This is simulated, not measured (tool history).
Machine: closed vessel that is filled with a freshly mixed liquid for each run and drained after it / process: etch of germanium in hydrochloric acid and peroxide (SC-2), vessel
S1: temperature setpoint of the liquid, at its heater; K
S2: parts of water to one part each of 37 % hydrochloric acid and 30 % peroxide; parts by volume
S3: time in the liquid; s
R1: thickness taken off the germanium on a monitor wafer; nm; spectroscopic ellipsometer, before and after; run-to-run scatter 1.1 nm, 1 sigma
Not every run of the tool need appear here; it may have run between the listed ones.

{"run": 1, "day": 0.0, "S1": 335.15, "S2": 10.5, "S3": 85, "R1": 233.88}
{"run": 2, "day": 0.254, "S1": 333.65, "S2": 10.5, "S3": 85, "R1": 222.2}
{"run": 3, "day": 0.392, "S1": 332.65, "S2": 10.5, "S3": 85, "R1": 217.03}
{"run": 4, "day": 0.608, "S1": 332.65, "S2": 10.5, "S3": 90, "R1": 229.1}
{"run": 5, "day": 0.821, "S1": 331.65, "S2": 10.5, "S3": 90, "R1": 225.18}
{"run": 6, "day": 1.179, "S1": 331.65, "S2": 12.5, "S3": 90, "R1": 216.6}
{"run": 7, "day": 1.542, "S1": 330.65, "S2": 12.5, "S3": 90, "R1": 211.63}
{"run": 8, "day": 1.662, "S1": 330.15, "S2": 12.5, "S3": 90, "R1": 210.16}
{"run": 9, "day": 2.05, "S1": 330.15, "S2": 12.5, "S3": 90, "R1": 206.64}

Run 10 has not been measured yet. What should we expect?
{"day": 2.129, "done": "thermometer replaced"}
{"run": 10, "day": 2.129, "S1": 329.65, "S2": 12.5, "S3": 90, "R1": "?"}

Run 10 measured R1 219.17 nm.
